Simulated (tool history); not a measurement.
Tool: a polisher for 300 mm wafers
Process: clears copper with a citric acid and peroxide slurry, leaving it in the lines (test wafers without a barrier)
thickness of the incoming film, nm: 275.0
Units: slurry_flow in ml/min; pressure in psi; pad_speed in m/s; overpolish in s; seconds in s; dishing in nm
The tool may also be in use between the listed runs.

run 1 hour=0 | slurry_flow=210 pressure=2.9 pad_speed=0.86 slurry_solids=1 overpolish=18 | seconds=179.54 dishing=18.347
run 2 hour=1.1 | slurry_flow=235 pressure=2.9 pad_speed=0.86 slurry_solids=1 overpolish=18 | seconds=181.44 dishing=18.551
run 3 hour=5.2 | slurry_flow=235 pressure=3.1 pad_speed=0.88 slurry_solids=1 overpolish=20 | seconds=169.85 dishing=22.494
run 4 hour=12.3 | slurry_flow=235 pressure=3.1 pad_speed=1 slurry_solids=1 overpolish=20 | seconds=151.06 dishing=24.531
-- hour=13.5 worn pad replaced by a new one
run 5 hour=13.5 | slurry_flow=235 pressure=3.1 pad_speed=0.92 slurry_solids=1 overpolish=20 | seconds=141.52 dishing=26.615
run 6 hour=22.6 | slurry_flow=235 pressure=3.1 pad_speed=0.92 slurry_solids=1 overpolish=25 | seconds=142.94 dishing=30.181
run 7 hour=27.5 | slurry_flow=240 pressure=3.2 pad_speed=0.92 slurry_solids=1 overpolish=26 | seconds=137.93 dishing=33.199

Run 8 comes next. What will it give?
run 8 hour=36.3 | slurry_flow=240 pressure=3.3 pad_speed=0.92 slurry_solids=1 overpolish=26 | seconds=? dishing=?

Run 8 gave seconds 134.94 s, dishing 34.399 nm.
